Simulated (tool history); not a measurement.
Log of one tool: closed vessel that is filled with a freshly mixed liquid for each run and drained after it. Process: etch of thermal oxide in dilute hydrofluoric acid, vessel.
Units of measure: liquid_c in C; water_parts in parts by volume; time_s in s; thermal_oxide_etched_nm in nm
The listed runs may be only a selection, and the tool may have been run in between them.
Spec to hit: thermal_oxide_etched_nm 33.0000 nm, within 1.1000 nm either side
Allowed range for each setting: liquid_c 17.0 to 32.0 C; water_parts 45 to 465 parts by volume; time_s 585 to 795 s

| run | hour | liquid_c | water_parts | time_s | thermal_oxide_etched_nm |
|---|---|---|---|---|---|
| 1 | 0.0 | 24.0 | 255 | 795 | 13.1150 |
| 2 | 9.8 | 24.0 | 310 | 795 | 10.0610 |
| 3 | 15.6 | 26.5 | 310 | 795 | 11.0780 |
| 4 | 20.6 | 26.5 | 310 | 795 | 11.0270 |
| 5 | 30.2 | 26.5 | 310 | 585 | 7.9732 |
| 6 | 39.7 | 26.5 | 280 | 590 | 9.3275 |
| 7 | 43.6 | 27.0 | 255 | 615 | 11.1300 |
| 8 | 47.1 | 31.0 | 150 | 635 | 25.0410 |
| 9 | 56.2 | 31.0 | 145 | 635 | 27.0110 |
| 10 | 59.8 | 31.0 | 140 | 635 | 28.0220 |
| 11 | 63.2 | 31.0 | 135 | 635 | 29.0930 |
| 12 | 67.6 | 31.0 | 135 | 635 | 28.8870 |

Which of these 5 next moves meets every target?
| A | 72.0 | 31.5 | 125 | 585 | ? |
| B | 72.0 | 32.0 | 150 | 795 | ? |
| C | 72.0 | 31.0 | 135 | 795 | ? |
| D | 72.0 | 28.5 | 160 | 795 | ? |
| E | 72.0 | 31.0 | 130 | 745 | ? |

| move | thermal_oxide_etched_nm |
|---|---|
| A | 29.5700 |
| B | 32.9280 |
| C | 36.0390 |
| D | 26.8880 |
| E | 35.3130 |
A: nearer than the last run, and not there yet
B: in spec on every target
C: pushes the last run's worst result past its target
D: its largest miss is bigger than the last run's
E: pushes the last run's worst result past its target
So the answer is move B, the one that meets all the targets.
